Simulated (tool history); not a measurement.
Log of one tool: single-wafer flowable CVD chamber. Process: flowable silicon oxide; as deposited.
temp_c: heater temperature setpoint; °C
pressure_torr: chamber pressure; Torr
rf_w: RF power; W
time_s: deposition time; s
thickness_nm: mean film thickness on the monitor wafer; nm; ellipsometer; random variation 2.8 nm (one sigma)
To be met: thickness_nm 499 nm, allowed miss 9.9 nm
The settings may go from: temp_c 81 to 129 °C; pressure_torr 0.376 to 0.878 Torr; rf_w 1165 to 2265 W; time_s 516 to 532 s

Run 1, hour 0: temp_c 105 °C, pressure_torr 0.627 Torr, rf_w 1715 W, time_s 516 s. Result: thickness_nm 184.93 nm.
Run 2, hour 7.1: temp_c 105 °C, pressure_torr 0.704 Torr, rf_w 1715 W, time_s 516 s. Result: thickness_nm 206.82 nm.
Run 3, hour 10.5: temp_c 99 °C, pressure_torr 0.717 Torr, rf_w 1720 W, time_s 516 s. Result: thickness_nm 266.36 nm.
Run 4, hour 11.8: temp_c 95 °C, pressure_torr 0.718 Torr, rf_w 1720 W, time_s 516 s. Result: thickness_nm 313.06 nm.
Run 5, hour 19.7: temp_c 95 °C, pressure_torr 0.718 Torr, rf_w 1720 W, time_s 532 s. Result: thickness_nm 317.95 nm.
Run 6, hour 25: temp_c 101 °C, pressure_torr 0.718 Torr, rf_w 1720 W, time_s 532 s. Result: thickness_nm 253.11 nm.
Run 7, hour 26: temp_c 101 °C, pressure_torr 0.718 Torr, rf_w 1720 W, time_s 532 s. Result: thickness_nm 253.63 nm.
Run 8, hour 31.9: temp_c 97 °C, pressure_torr 0.719 Torr, rf_w 1720 W, time_s 532 s. Result: thickness_nm 296.04 nm.
Run 9, hour 33.3: temp_c 97 °C, pressure_torr 0.719 Torr, rf_w 1720 W, time_s 532 s. Result: thickness_nm 293.4 nm.
Run 10, hour 34.2: temp_c 93 °C, pressure_torr 0.719 Torr, rf_w 1720 W, time_s 532 s. Result: thickness_nm 344.96 nm.
Run 11, hour 37.5: temp_c 81 °C, pressure_torr 0.72 Torr, rf_w 1720 W, time_s 532 s. Result: thickness_nm 522.17 nm.

4 next moves are on the table. One of them brings every result within its allowed miss. Which?
Run A, hour 40.8: temp_c 81 °C, pressure_torr 0.817 Torr, rf_w 1585 W, time_s 530 s. Result: thickness_nm ?.
Run B, hour 40.8: temp_c 82 °C, pressure_torr 0.797 Torr, rf_w 1640 W, time_s 526 s. Result: thickness_nm ?.
Run C, hour 40.8: temp_c 84 °C, pressure_torr 0.755 Torr, rf_w 1675 W, time_s 525 s. Result: thickness_nm ?.
Run D, hour 40.8: temp_c 81 °C, pressure_torr 0.715 Torr, rf_w 1640 W, time_s 519 s. Result: thickness_nm ?.

move  thickness_nm
   A        571.41
   B        542.04
   C        483.58
   D        493.93
A: further off than the last run
B: further off than the last run
C: takes the result that was furthest off past its target
D: meets every target
Answer: D
